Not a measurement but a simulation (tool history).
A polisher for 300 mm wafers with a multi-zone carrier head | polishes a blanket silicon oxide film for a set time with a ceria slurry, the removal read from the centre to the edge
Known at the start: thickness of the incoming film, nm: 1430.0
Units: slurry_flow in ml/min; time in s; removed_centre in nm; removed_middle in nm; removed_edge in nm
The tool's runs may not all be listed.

| run | day | slurry_flow | centre_zone | middle_zone | edge_zone | time | removed_centre | removed_middle | removed_edge |
|---|---|---|---|---|---|---|---|---|---|
| 1 | 0 | 315 | 1 | 1 | 1 | 49 | 244.16 | 237.34 | 242.76 |
| 2 | 0.154 | 305 | 1 | 0.95 | 0.99 | 44 | 213.19 | 201.58 | 219.05 |
| 3 | 0.454 | 305 | 1 | 1 | 0.99 | 44 | 214.38 | 213.36 | 216.94 |
| 4 | 0.554 | 305 | 1 | 1 | 0.99 | 32 | 155.46 | 156.11 | 158.28 |
| 5 | 0.729 | 310 | 1.02 | 0.97 | 1 | 32 | 155.64 | 152.98 | 159.79 |
| 6 | 1 | 310 | 1.02 | 0.89 | 1 | 32 | 159.81 | 137.12 | 159.3 |

Run 7 comes next. What will it give?
|  | 1.2 | slurry nozzle cleaned |
| 7 | 1.2 | 310 | 1.03 | 0.89 | 1.01 | 32 | ? | ? | ? |

{"run 7": {"removed_centre": 176.21, "removed_middle": 149.81, "removed_edge": 169.67}}

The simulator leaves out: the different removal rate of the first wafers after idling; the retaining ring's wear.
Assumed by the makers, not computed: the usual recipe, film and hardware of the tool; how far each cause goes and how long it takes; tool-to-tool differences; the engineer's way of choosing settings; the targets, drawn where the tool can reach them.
